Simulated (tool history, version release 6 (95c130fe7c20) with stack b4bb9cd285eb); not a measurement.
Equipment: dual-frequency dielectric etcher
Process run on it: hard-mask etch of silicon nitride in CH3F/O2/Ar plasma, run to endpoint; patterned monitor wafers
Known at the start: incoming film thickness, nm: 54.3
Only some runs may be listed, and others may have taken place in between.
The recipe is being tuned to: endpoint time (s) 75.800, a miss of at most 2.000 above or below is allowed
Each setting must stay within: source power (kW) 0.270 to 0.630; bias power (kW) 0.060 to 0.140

| run | hour | source power (kW) | bias power (kW) | endpoint time (s) |
|---|---|---|---|---|
| 1 | 0.0 | 0.450 | 0.100 | 62.708 |
| 2 | 4.9 | 0.430 | 0.097 | 65.267 |
| 3 | 11.7 | 0.430 | 0.089 | 67.364 |
| 4 | 19.5 | 0.410 | 0.088 | 69.428 |
| 5 | 20.5 | 0.410 | 0.101 | 63.332 |
| 6 | 25.0 | 0.400 | 0.097 | 66.200 |
| 7 | 27.8 | 0.380 | 0.095 | 68.061 |
| 8 | 32.3 | 0.370 | 0.094 | 67.728 |
| 9 | 41.2 | 0.360 | 0.091 | 70.425 |
| 10 | 49.5 | 0.350 | 0.090 | 70.708 |
| 11 | 51.9 | 0.340 | 0.089 | 71.767 |
| 12 | 55.5 | 0.330 | 0.088 | 73.065 |
| 13 | 60.3 | 0.320 | 0.088 | 73.575 |

Below are 5 possible settings for the next run. Only one of them brings all results inside the allowed miss of their targets. Which is it?
| A | 65.1 | 0.290 | 0.097 | ? |
| B | 65.1 | 0.290 | 0.096 | ? |
| C | 65.1 | 0.280 | 0.087 | ? |
| D | 65.1 | 0.310 | 0.093 | ? |
| E | 65.1 | 0.360 | 0.091 | ? |

| move | endpoint time (s) |
|---|---|
| A | 71.530 |
| B | 71.943 |
| C | 76.682 |
| D | 72.065 |
| E | 70.266 |
A: its largest miss is bigger than the last run's
B: its largest miss is bigger than the last run's
C: meets every target
D: its largest miss is bigger than the last run's
E: its largest miss is bigger than the last run's
C meets every target.

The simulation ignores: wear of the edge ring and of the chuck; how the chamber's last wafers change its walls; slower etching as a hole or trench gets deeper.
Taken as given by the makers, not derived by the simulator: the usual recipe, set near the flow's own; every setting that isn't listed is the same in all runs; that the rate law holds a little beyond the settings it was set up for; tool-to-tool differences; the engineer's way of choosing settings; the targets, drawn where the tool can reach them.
